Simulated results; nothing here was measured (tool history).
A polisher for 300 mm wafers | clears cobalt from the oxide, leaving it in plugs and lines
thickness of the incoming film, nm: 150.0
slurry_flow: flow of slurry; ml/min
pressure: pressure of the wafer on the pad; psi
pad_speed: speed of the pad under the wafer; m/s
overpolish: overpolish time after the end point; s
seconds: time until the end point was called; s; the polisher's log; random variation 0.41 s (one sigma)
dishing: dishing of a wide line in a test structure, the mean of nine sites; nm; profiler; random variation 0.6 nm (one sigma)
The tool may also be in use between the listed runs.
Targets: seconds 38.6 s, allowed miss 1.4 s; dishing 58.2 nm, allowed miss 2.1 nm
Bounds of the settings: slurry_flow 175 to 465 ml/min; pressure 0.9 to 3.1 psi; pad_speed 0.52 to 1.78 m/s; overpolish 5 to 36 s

run 1 day=0 | slurry_flow=295 pressure=2 pad_speed=1.14 overpolish=18 | seconds=26.504 dishing=54.078
run 2 day=0.129 | slurry_flow=295 pressure=2 pad_speed=1.32 overpolish=18 | seconds=23.026 dishing=56.718
run 3 day=0.212 | slurry_flow=295 pressure=1.9 pad_speed=1.32 overpolish=19 | seconds=24.59 dishing=57.602
run 4 day=0.308 | slurry_flow=295 pressure=1.8 pad_speed=1.32 overpolish=20 | seconds=26.11 dishing=57.274
run 5 day=0.583 | slurry_flow=295 pressure=1.7 pad_speed=1.32 overpolish=21 | seconds=27.696 dishing=57.008
run 6 day=0.712 | slurry_flow=295 pressure=1.4 pad_speed=1.32 overpolish=21 | seconds=32.253 dishing=52.094
run 7 day=0.892 | slurry_flow=295 pressure=1.4 pad_speed=1.32 overpolish=22 | seconds=31.845 dishing=54.749
run 8 day=0.95 | slurry_flow=295 pressure=1.4 pad_speed=1.32 overpolish=23 | seconds=32.366 dishing=54.899
run 9 day=0.992 | slurry_flow=295 pressure=1.4 pad_speed=1.32 overpolish=24 | seconds=32.52 dishing=56.465
run 10 day=1.342 | slurry_flow=295 pressure=1.4 pad_speed=1.32 overpolish=25 | seconds=32.339 dishing=57.298
run 11 day=1.504 | slurry_flow=295 pressure=1.4 pad_speed=1.32 overpolish=25 | seconds=32.442 dishing=57.206
run 12 day=1.858 | slurry_flow=295 pressure=1.4 pad_speed=1.32 overpolish=26 | seconds=32.608 dishing=58.375
run 13 day=2.038 | slurry_flow=295 pressure=1.2 pad_speed=1.32 overpolish=28 | seconds=37.086 dishing=56.665
run 14 day=2.246 | slurry_flow=295 pressure=1.2 pad_speed=1.32 overpolish=29 | seconds=37.017 dishing=57.419
run 15 day=2.488 | slurry_flow=295 pressure=1.2 pad_speed=1.32 overpolish=30 | seconds=36.784 dishing=58.86

5 next moves are on the table. One of them brings every result within its allowed miss. Which?
run A day=2.729 | slurry_flow=230 pressure=1.3 pad_speed=1.38 overpolish=28 | seconds=? dishing=?
run B day=2.729 | slurry_flow=180 pressure=1.3 pad_speed=1.26 overpolish=31 | seconds=? dishing=?
run C day=2.729 | slurry_flow=265 pressure=1.2 pad_speed=1.38 overpolish=28 | seconds=? dishing=?
run D day=2.729 | slurry_flow=295 pressure=1.2 pad_speed=1.38 overpolish=28 | seconds=? dishing=?
run E day=2.729 | slurry_flow=290 pressure=1 pad_speed=1.64 overpolish=28 | seconds=? dishing=?

move=A seconds=33.969 dishing=58.276
move=B seconds=38.276 dishing=57.911
move=C seconds=35.875 dishing=57.009
move=D seconds=35.512 dishing=57.256
move=E seconds=35.14 dishing=57.503
A: further off than the last run
B: meets every target
C: further off than the last run
D: further off than the last run
E: further off than the last run
Move B is the one to make.
